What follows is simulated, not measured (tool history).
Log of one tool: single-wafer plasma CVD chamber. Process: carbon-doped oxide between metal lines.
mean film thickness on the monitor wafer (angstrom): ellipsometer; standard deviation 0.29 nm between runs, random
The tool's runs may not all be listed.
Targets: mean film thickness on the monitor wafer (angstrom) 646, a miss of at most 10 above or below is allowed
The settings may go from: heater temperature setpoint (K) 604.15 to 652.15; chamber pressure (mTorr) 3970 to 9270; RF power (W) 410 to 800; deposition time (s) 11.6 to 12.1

| run | hour | heater temperature setpoint (K) | chamber pressure (mTorr) | RF power (W) | deposition time (s) | mean film thickness on the monitor wafer (angstrom) |
|---|---|---|---|---|---|---|
| 1 | 0 | 628.15 | 6620 | 605 | 12.1 | 799.96 |
| 2 | 0.5 | 628.15 | 6620 | 605 | 12.1 | 802.91 |
| 3 | 6.4 | 628.15 | 6620 | 550 | 12.1 | 745.14 |
| 4 | 12.8 | 628.15 | 6620 | 550 | 12.1 | 740.8 |
| 5 | 16.8 | 628.15 | 6620 | 550 | 12.1 | 737.07 |
|  | 17.7 | capacitance manometer re-zeroed and calibrated |
| 6 | 17.7 | 631.15 | 6390 | 535 | 12.1 | 725.86 |
| 7 | 23.1 | 631.15 | 6380 | 515 | 12.1 | 689.01 |
| 8 | 23.9 | 634.15 | 6250 | 515 | 12.1 | 685.11 |
| 9 | 32.3 | 636.15 | 6140 | 515 | 12.1 | 686.75 |
| 10 | 35.9 | 638.15 | 5990 | 510 | 12.1 | 674.83 |
| 11 | 37.1 | 640.15 | 5870 | 510 | 12.1 | 668.7 |
| 12 | 40.8 | 642.15 | 5780 | 510 | 12.1 | 658.36 |
| 13 | 45.8 | 643.15 | 5740 | 510 | 12.1 | 664.42 |
| 14 | 48 | 645.15 | 5520 | 485 | 12.1 | 623.89 |
| 15 | 56.9 | 645.15 | 5520 | 485 | 12.1 | 626.2 |

Which single option among these 4 for the next run brings every result within its allowed miss of target? Just one does.
| A | 65.8 | 642.15 | 5180 | 475 | 11.9 | ? |
| B | 65.8 | 632.15 | 4820 | 500 | 12 | ? |
| C | 65.8 | 651.15 | 5690 | 485 | 12.1 | ? |
| D | 65.8 | 650.15 | 4880 | 480 | 12.1 | ? |

| move | mean film thickness on the monitor wafer (angstrom) |
|---|---|
| A | 599.23 |
| B | 646.98 |
| C | 618.09 |
| D | 598.16 |
A: further off than the last run
B: each result inside its tolerance
C: further off than the last run
D: further off than the last run
B is the move that brings every result within its allowed miss.
